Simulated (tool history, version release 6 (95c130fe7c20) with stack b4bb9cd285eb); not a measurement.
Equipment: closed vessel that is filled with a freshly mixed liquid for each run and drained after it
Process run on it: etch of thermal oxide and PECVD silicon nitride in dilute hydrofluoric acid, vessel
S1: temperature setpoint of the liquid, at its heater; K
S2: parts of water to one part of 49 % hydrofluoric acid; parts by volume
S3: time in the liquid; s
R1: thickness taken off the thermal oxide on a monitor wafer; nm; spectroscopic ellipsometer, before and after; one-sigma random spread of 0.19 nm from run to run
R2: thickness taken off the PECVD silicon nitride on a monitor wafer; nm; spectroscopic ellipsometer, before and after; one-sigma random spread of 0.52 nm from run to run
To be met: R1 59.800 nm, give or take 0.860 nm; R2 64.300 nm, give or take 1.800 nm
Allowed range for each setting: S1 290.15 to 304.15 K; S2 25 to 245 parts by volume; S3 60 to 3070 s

run 1 hour=0.0 | S1=296.15 S2=135 S3=1565 | R1=46.738 R2=48.595
run 2 hour=8.9 | S1=297.15 S2=130 S3=1550 | R1=50.184 R2=53.583
run 3 hour=12.3 | S1=297.65 S2=125 S3=1535 | R1=52.838 R2=57.034
run 4 hour=15.3 | S1=297.65 S2=120 S3=1525 | R1=54.928 R2=58.582
run 5 hour=17.2 | S1=297.65 S2=140 S3=1525 | R1=46.227 R2=49.905
run 6 hour=21.7 | S1=295.65 S2=140 S3=1525 | R1=42.928 R2=44.861
run 7 hour=25.6 | S1=299.65 S2=110 S3=1430 | R1=61.387 R2=69.308
run 8 hour=32.9 | S1=299.15 S2=110 S3=1430 | R1=60.166 R2=66.594

Consider the 5 candidate settings below. Which is the only one whose results all fall within their allowed miss of target?
run A hour=40.2 | S1=297.65 S2=120 S3=1645 | R1=? R2=?
run B hour=40.2 | S1=300.15 S2=100 S3=1180 | R1=? R2=?
run C hour=40.2 | S1=298.15 S2=90 S3=1220 | R1=? R2=?
run D hour=40.2 | S1=296.65 S2=80 S3=1140 | R1=? R2=?
run E hour=40.2 | S1=301.65 S2=135 S3=1575 | R1=? R2=?

move=A R1=59.463 R2=64.194
move=B R1=57.824 R2=64.877
move=C R1=62.238 R2=65.393
move=D R1=62.403 R2=62.144
move=E R1=57.798 R2=70.522
A: each result inside its tolerance
B: the worst result of the last run now meets its target, but another is out of spec
C: the worst result of the last run now meets its target, but another is out of spec
D: the result that was furthest off in the last run now lies on the other side of its target
E: the biggest miss grows against the last run
So the answer is move A, the one that meets all the targets.
